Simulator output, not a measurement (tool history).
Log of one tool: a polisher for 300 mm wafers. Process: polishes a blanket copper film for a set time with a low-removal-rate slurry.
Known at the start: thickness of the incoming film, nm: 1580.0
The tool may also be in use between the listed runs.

| run | hour | flow of slurry (ml/min) | pressure of the wafer on the pad (kPa) | speed of the pad under the wafer (cm/s) | abrasive content of the slurry | polishing time (s) | film removed (nm) |
|---|---|---|---|---|---|---|---|
| 1 | 0 | 290 | 21.4 | 98 | 1 | 34 | 89.976 |
| 2 | 1 | 290 | 21.4 | 98 | 0.9 | 34 | 89.353 |
| 3 | 8.6 | 290 | 26.9 | 98 | 0.9 | 34 | 111.2 |
| 4 | 17.2 | 290 | 22.8 | 98 | 0.9 | 34 | 95.29 |
| 5 | 21.8 | 290 | 22.8 | 114 | 0.9 | 34 | 103.9 |
| 6 | 25.3 | 290 | 21.4 | 114 | 0.9 | 34 | 98.882 |
| 7 | 29.4 | 290 | 20 | 114 | 0.9 | 34 | 91.691 |
| 8 | 37.1 | 290 | 18.6 | 114 | 0.9 | 34 | 87.172 |
| 9 | 42.6 | 290 | 18.6 | 114 | 0.9 | 34 | 86.722 |
| 10 | 49.4 | 290 | 17.9 | 114 | 0.9 | 34 | 82.771 |
| 11 | 53.1 | 290 | 17.2 | 114 | 0.9 | 34 | 80.325 |

Run 12 comes next. What will it give?
| 12 | 56.5 | 290 | 16.5 | 114 | 0.9 | 34 | ? |

Run 12 gave film removed (nm) 76.833.
